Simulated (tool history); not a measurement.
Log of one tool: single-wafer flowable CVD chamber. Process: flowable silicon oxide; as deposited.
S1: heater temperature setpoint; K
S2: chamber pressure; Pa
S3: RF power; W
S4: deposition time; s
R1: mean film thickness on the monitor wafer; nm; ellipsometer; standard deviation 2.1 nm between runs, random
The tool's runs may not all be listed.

Run 1, hour 0: S1 383.15 K, S2 111.5 Pa, S3 2275 W, S4 700 s. Result: R1 324.83 nm.
Run 2, hour 4.1: S1 379.15 K, S2 111.6 Pa, S3 2275 W, S4 700 s. Result: R1 378.5 nm.
Run 3, hour 10.4: S1 371.15 K, S2 111.6 Pa, S3 2275 W, S4 700 s. Result: R1 510.66 nm.
Run 4, hour 14.1: S1 371.15 K, S2 111.6 Pa, S3 2045 W, S4 700 s. Result: R1 500.66 nm.
Run 5, hour 19.3: S1 361.15 K, S2 111.6 Pa, S3 2045 W, S4 700 s. Result: R1 723.41 nm.
Run 6, hour 25.3: S1 362.15 K, S2 111.6 Pa, S3 2045 W, S4 700 s. Result: R1 700.7 nm.
Run 7, hour 31.5: S1 363.15 K, S2 111.6 Pa, S3 2045 W, S4 700 s. Result: R1 675.04 nm.
Run 8, hour 37: S1 364.15 K, S2 111.6 Pa, S3 2045 W, S4 700 s. Result: R1 656.26 nm.

Run 9 comes next. What will it give?
Run 9, hour 44.6: S1 365.15 K, S2 111.6 Pa, S3 2045 W, S4 700 s. Result: R1 ?.

R1: 633.61 nm
